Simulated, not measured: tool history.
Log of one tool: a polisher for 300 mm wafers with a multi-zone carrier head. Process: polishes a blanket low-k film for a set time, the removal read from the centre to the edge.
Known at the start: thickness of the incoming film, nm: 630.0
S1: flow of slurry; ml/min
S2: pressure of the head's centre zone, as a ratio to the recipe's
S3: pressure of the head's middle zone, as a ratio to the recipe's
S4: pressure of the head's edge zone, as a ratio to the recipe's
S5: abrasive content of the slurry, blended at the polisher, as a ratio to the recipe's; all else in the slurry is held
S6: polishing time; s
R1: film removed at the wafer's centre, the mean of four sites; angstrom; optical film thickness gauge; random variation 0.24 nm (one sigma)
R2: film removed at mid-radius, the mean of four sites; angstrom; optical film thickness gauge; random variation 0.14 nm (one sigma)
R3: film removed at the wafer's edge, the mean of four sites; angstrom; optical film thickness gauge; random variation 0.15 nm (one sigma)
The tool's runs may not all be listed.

run 1 hour=0 | S1=125 S2=1 S3=1 S4=1 S5=1 S6=37 | R1=103.18 R2=103.43 R3=101.27
run 2 hour=4.5 | S1=125 S2=1 S3=1 S4=1 S5=1.2 S6=37 | R1=116.08 R2=112.13 R3=114.14
run 3 hour=12.9 | S1=125 S2=0.93 S3=1 S4=1 S5=1.2 S6=37 | R1=108.14 R2=113.09 R3=115
run 4 hour=19.4 | S1=130 S2=0.96 S3=1 S4=1.01 S5=1.25 S6=38 | R1=116.88 R2=119.88 R3=121.1
run 5 hour=20.9 | S1=135 S2=0.99 S3=0.99 S4=1.01 S5=1.3 S6=39 | R1=126.39 R2=125.06 R3=125.31
run 6 hour=23.9 | S1=130 S2=1.01 S3=0.98 S4=1.01 S5=1.35 S6=40 | R1=138.3 R2=128.69 R3=130.68
run 7 hour=27.2 | S1=130 S2=1.03 S3=0.98 S4=1.02 S5=1.35 S6=41 | R1=141.04 R2=133.49 R3=134.36
run 8 hour=32.8 | S1=135 S2=1.05 S3=0.97 S4=1.03 S5=1.35 S6=42 | R1=147.61 R2=135.31 R3=140.08
run 9 hour=40 | S1=140 S2=1.07 S3=0.97 S4=1.03 S5=1.35 S6=42 | R1=153.23 R2=136.43 R3=140.9
run 10 hour=47.6 | S1=145 S2=1.09 S3=0.97 S4=1.04 S5=1.35 S6=42 | R1=159.17 R2=137.03 R3=139.93
run 11 hour=51 | S1=150 S2=1.1 S3=0.97 S4=1.05 S5=1.35 S6=42 | R1=162.12 R2=135.5 R3=143.92
run 12 hour=51.7 | S1=155 S2=1.11 S3=0.98 S4=1.06 S5=1.35 S6=42 | R1=160.65 R2=139.24 R3=147.11
run 13 hour=52.7 | S1=160 S2=1.12 S3=0.98 S4=1.06 S5=1.35 S6=42 | R1=168.35 R2=141.9 R3=147.78
run 14 hour=54.5 | S1=165 S2=1.13 S3=0.98 S4=1.07 S5=1.35 S6=42 | R1=166.8 R2=143.51 R3=146.15
run 15 hour=59.2 | S1=165 S2=1.14 S3=0.98 S4=1.07 S5=1.35 S6=42 | R1=170.14 R2=141.52 R3=145.09

The next listed run, before its measurement:
run 16 hour=64.7 | S1=190 S2=1.19 S3=0.99 S4=1.17 S5=1.5 S6=42 | R1=? R2=? R3=?

Run 16 gave R1 190.22 angstrom, R2 150.44 angstrom, R3 160.36 angstrom.

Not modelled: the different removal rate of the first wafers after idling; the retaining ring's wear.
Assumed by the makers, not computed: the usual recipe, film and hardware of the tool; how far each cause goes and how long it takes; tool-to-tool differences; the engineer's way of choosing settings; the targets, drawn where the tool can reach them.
